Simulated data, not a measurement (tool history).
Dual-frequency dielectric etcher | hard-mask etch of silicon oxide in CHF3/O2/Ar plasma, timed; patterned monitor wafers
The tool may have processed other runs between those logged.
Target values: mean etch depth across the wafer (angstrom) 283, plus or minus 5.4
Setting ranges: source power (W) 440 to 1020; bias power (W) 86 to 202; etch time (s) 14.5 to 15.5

run,hour,source power (W),bias power (W),etch time (s),mean etch depth across the wafer (angstrom)
1,0,730,144,15.5,310.28
2,1.6,780,144,15.5,313.39
3,9.6,780,144,15.5,312.28
4,13.8,730,139,15.5,306.35
5,14.9,690,135,15.5,296.7
6,18.6,660,134,15.5,294.12
7,22.6,640,133,15.5,292.04
8,29.5,620,132,15.5,288.42

Pick the move, out of 5, that brings all results within their allowed miss; only one does.
A,36.4,600,137,14.5,?
B,36.4,620,134,14.5,?
C,36.4,670,138,15.5,?
D,36.4,600,107,15.5,?
E,36.4,560,129,15.5,?

move,mean etch depth across the wafer (angstrom)
A,272.93
B,273.03
C,299.71
D,270.8
E,282.16
A: takes the biggest miss from the last run beyond its target
B: takes the biggest miss from the last run beyond its target
C: lands further from the targets than the last run did
D: takes the biggest miss from the last run beyond its target
E: every result lands within tolerance
The move that meets every target is E.

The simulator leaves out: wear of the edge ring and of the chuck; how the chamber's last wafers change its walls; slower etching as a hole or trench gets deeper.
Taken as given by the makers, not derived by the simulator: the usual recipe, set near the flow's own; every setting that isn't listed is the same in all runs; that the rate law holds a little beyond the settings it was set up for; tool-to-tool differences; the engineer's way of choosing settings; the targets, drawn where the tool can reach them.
